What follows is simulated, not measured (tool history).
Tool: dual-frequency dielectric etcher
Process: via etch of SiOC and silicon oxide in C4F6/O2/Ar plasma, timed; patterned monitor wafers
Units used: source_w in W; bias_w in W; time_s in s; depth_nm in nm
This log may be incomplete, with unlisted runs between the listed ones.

run,day,source_w,bias_w,time_s,depth_nm
1,0.000,370,141,66.0,72.654
2,0.112,330,141,66.0,69.709
3,0.404,330,156,66.0,72.569
4,0.529,330,156,66.0,72.371
5,0.688,330,135,66.0,68.289
6,0.971,330,135,69.5,72.164
7,1.188,360,136,69.5,75.008
8,1.496,390,137,69.5,76.835
# day 1.696: bias power generator calibrated
9,1.696,410,138,69.5,80.469
10,1.917,420,138,69.5,81.151
11,2.104,430,138,69.5,81.413

Predict the results of run 12:
12,2.425,440,138,69.5,?

{"run 12": {"depth_nm": 81.761}}
